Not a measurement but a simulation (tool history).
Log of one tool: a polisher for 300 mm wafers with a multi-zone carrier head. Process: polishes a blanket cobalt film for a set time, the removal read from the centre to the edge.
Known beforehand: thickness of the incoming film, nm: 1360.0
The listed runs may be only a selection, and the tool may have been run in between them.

run    day  flow of slurry (ml/min)  pressure of the head's centre zone  pressure of the head's middle zone  pressure of the head's edge zone  polishing time (s)  film removed at the wafer's centre (nm)  film removed at mid-radius (nm)  film removed at the wafer's edge (nm)
  1      0                      175                                   1                                   1                                 1                  70                                   414.89                           412.57                                  421.3
  2  0.171                      175                                   1                                   1                              0.94                  70                                   412.87                           422.81                                 420.13
  3  0.417                      175                                0.94                                   1                              0.94                  70                                   379.51                           421.29                                 421.01
  4  0.788                      185                                0.98                                0.99                              0.95                  72                                    424.1                           427.78                                 436.91
  5  1.033                      225                                0.98                                0.99                              0.95                  72                                   436.52                           435.76                                 435.99
  6  1.383                      225                                   1                                0.99                              0.95                  74                                   455.77                           443.91                                 458.67

Run 7, settings as shown, results not yet in. Your forecast:
  7  1.55                      230                                1.02                                   1                              0.95                  74                                        ?                                ?                                      ?

{"run 7": {"film removed at the wafer's centre (nm)": 469.03, "film removed at mid-radius (nm)": 451.18, "film removed at the wafer's edge (nm)": 453.32}}
